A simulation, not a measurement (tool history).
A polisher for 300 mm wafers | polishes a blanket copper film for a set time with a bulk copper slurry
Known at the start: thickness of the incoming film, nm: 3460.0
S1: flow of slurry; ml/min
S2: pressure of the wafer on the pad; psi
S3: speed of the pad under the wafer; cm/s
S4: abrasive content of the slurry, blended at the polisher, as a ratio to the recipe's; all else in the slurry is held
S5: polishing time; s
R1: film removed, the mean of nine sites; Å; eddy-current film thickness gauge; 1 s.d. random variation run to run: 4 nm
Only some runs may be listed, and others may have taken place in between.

run 1 hour=0.0 | S1=285 S2=2.4 S3=104 S4=1.0 S5=47 | R1=4091.7
run 2 hour=4.1 | S1=285 S2=2.4 S3=104 S4=0.9 S5=47 | R1=3975.8
run 3 hour=10.6 | S1=250 S2=2.4 S3=104 S4=0.9 S5=47 | R1=3973.5
run 4 hour=16.6 | S1=250 S2=2.4 S3=104 S4=0.7 S5=47 | R1=3726.3
run 5 hour=23.0 | S1=250 S2=2.0 S3=104 S4=0.7 S5=47 | R1=3382.8
run 6 hour=29.8 | S1=250 S2=1.5 S3=104 S4=0.7 S5=47 | R1=2885.4

Run 7, settings as shown, results not yet in. Your forecast:
run 7 hour=35.5 | S1=250 S2=2.1 S3=104 S4=0.7 S5=47 | R1=?

{"run 7": {"R1": 3453.2}}
